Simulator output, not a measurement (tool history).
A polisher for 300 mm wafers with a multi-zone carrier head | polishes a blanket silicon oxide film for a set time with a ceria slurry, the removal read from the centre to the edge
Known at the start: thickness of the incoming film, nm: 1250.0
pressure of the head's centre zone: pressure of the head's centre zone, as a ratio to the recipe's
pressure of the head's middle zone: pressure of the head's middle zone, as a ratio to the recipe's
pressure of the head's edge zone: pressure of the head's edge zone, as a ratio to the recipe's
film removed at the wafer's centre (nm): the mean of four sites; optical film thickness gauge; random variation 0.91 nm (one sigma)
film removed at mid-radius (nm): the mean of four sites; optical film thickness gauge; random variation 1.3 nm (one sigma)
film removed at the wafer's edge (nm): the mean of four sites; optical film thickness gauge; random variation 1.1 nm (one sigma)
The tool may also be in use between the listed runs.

run  hour  flow of slurry (ml/min)  pressure of the head's centre zone  pressure of the head's middle zone  pressure of the head's edge zone  polishing time (s)  film removed at the wafer's centre (nm)  film removed at mid-radius (nm)  film removed at the wafer's edge (nm)
  1   0.0                      185                                1.00                                1.00                              1.00                  41                                  147.830                           156.35                                 159.75
  2   6.2                      185                                1.00                                1.00                              1.00                  35                                  126.970                           133.90                                 132.41
  3  13.6                      180                                1.00                                0.99                              0.97                  34                                  122.960                           126.95                                 130.32
  4  21.1                      180                                1.00                                0.99                              0.97                  41                                  147.150                           154.78                                 155.26
     26.0  -- centre zone pressure recalibrated
  5  26.0                      185                                1.00                                0.99                              0.95                  38                                  144.760                           143.07                                 141.32
  6  31.1                      175                                0.97                                0.99                              0.93                  36                                  134.180                           133.59                                 130.31
  7  33.6                      165                                0.94                                0.99                              0.93                  35                                  122.810                           129.35                                 128.88
  8  41.3                      160                                0.93                                0.99                              0.91                  34                                  118.350                           124.62                                 122.67
  9  49.6                      130                                0.91                                0.96                              0.81                  31                                   99.373                           106.22                                 101.76
 10  58.2                      140                                0.92                                0.96                              0.81                  31                                  102.100                           105.26                                 102.65
 11  61.2                      180                                0.94                                1.01                              0.83                  32                                  114.280                           120.61                                 110.25

The next listed run, before its measurement:
 12  68.4                      175                                0.94                                1.00                              0.83                  32                                        ?                                ?                                      ?

Run 12 gave film removed at the wafer's centre (nm) 114.300, film removed at mid-radius (nm) 122.96, film removed at the wafer's edge (nm) 112.96.
